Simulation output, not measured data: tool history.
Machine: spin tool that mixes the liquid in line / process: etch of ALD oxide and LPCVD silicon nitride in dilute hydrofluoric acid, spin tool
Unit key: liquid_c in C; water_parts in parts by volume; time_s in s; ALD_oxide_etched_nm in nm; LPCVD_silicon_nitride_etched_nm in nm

run    day  liquid_c  water_parts  time_s  ALD_oxide_etched_nm  LPCVD_silicon_nitride_etched_nm
  1      0        24           70      40               12.764                          0.32788
  2  0.179        24           70      55               17.558                           0.3794
  3  0.346        27           70      55               19.426                          0.43254
  4  0.575        30           70      55               22.115                          0.48788
  5  0.908      30.5           70      55               22.246                          0.53927
  6  1.275      27.5           70      55               20.074                          0.46331
  7  1.558        29           70      55               21.349                          0.60838
  8  1.738      29.5           70      55               21.692                          0.47714
  9  2.058        30           70      55               21.962                          0.59255

The next listed run, before its measurement:
 10  2.25      30.5           70      55                    ?                                ?

ALD_oxide_etched_nm: 22.416 nm
LPCVD_silicon_nitride_etched_nm: 0.68575 nm

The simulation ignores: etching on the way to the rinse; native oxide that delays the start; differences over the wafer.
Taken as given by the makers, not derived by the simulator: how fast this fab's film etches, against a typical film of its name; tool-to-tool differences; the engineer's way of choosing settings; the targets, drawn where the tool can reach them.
